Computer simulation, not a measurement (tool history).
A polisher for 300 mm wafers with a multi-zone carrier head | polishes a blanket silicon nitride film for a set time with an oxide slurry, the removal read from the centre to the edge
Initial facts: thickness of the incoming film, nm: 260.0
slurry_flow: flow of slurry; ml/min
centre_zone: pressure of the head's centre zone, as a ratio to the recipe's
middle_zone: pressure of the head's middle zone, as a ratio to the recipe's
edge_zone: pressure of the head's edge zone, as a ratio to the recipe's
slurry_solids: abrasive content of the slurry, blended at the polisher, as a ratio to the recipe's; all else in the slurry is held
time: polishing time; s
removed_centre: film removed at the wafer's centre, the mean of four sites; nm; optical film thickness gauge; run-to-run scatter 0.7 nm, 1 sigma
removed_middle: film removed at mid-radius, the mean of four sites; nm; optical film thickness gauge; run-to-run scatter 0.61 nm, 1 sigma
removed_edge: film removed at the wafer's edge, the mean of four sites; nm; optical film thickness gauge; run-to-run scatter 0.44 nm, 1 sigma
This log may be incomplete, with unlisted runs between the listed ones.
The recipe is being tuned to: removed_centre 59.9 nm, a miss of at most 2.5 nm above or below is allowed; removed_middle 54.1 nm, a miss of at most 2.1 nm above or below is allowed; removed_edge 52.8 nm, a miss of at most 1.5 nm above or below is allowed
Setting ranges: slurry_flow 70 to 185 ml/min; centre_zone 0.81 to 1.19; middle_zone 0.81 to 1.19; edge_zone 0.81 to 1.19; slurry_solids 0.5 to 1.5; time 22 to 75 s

run	hour	slurry_flow	centre_zone	middle_zone	edge_zone	slurry_solids	time	removed_centre	removed_middle	removed_edge
1	0	120	1	1	1	1	48	41.35	41.573	40.533
2	4.3	120	1	1	1	1	38	31.478	33.711	32.902
3	6.4	120	1.05	1	1	1	38	33.794	32.571	32.576
4	13.2	135	1.07	1.03	1.04	1.15	40	39.704	38.962	37.498
5	14.7	140	1.09	1.03	1.07	1.25	42	45.255	43.625	41.431
6	18.2	145	1.1	1.02	1.1	1.3	43	47.67	44.785	44.991
7	20.8	175	1.19	1.11	1.13	1.5	44	57.706	52.59	50.641
8	22.7	175	1.19	1.11	1.13	1.5	44	57.424	53.033	49.963
9	28.2	175	1.19	1.1	1.14	1.5	44	56.379	53.931	50.33
10	30.3	175	1.19	1.07	1.13	1.5	45	58.972	52.653	51.366

Exactly one of the 4 candidate moves below puts every result within its allowed miss. Which one?
A	32.4	185	1.19	1.08	1.08	1.5	45	?	?	?
B	32.4	165	1.18	1.06	1.12	1.35	49	?	?	?
C	32.4	145	1.18	0.97	1.04	1.5	48	?	?	?
D	32.4	170	1.14	1.11	1.07	1.4	45	?	?	?

move	removed_centre	removed_middle	removed_edge
A	59.511	53.074	50.873
B	60.453	53.647	53.502
C	59.982	49.57	51.741
D	54.715	52.253	48.842
A: its largest miss is bigger than the last run's
B: hits every target within its allowed miss
C: corrects the largest miss of the last run, while another result sits out of spec
D: its largest miss is bigger than the last run's
Correct choice: B, which meets every target
